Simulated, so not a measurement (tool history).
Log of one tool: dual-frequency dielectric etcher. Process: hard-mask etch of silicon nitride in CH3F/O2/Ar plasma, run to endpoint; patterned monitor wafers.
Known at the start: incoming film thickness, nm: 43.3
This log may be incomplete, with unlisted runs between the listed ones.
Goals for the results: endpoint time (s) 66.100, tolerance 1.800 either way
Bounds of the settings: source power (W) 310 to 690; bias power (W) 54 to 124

Run 1, hour 0.0: source power (W) 500, bias power (W) 89. Result: endpoint time (s) 60.198.
Run 2, hour 4.2: source power (W) 470, bias power (W) 87. Result: endpoint time (s) 62.296.
Run 3, hour 11.9: source power (W) 450, bias power (W) 86. Result: endpoint time (s) 63.296.
Run 4, hour 17.3: source power (W) 360, bias power (W) 86. Result: endpoint time (s) 71.333.
Run 5, hour 25.5: source power (W) 310, bias power (W) 86. Result: endpoint time (s) 77.633.
At hour 29.5: wet clean of the chamber.
Run 6, hour 29.5: source power (W) 310, bias power (W) 92. Result: endpoint time (s) 73.632.
Run 7, hour 36.4: source power (W) 340, bias power (W) 93. Result: endpoint time (s) 70.100.
Run 8, hour 38.3: source power (W) 350, bias power (W) 93. Result: endpoint time (s) 68.879.

Exercise: of the 4 proposed moves below, exactly one satisfies all targets within the stated allowed misses. Which move is it?
Run A, hour 40.2: source power (W) 360, bias power (W) 118. Result: endpoint time (s) ?.
Run B, hour 40.2: source power (W) 370, bias power (W) 109. Result: endpoint time (s) ?.
Run C, hour 40.2: source power (W) 440, bias power (W) 95. Result: endpoint time (s) ?.
Run D, hour 40.2: source power (W) 380, bias power (W) 94. Result: endpoint time (s) ?.

move  endpoint time (s)
   A             62.023
   B             62.768
   C             60.066
   D             64.902
A: takes the biggest miss from the last run beyond its target
B: takes the biggest miss from the last run beyond its target
C: takes the biggest miss from the last run beyond its target
D: meets every target
Move D is the one to make.
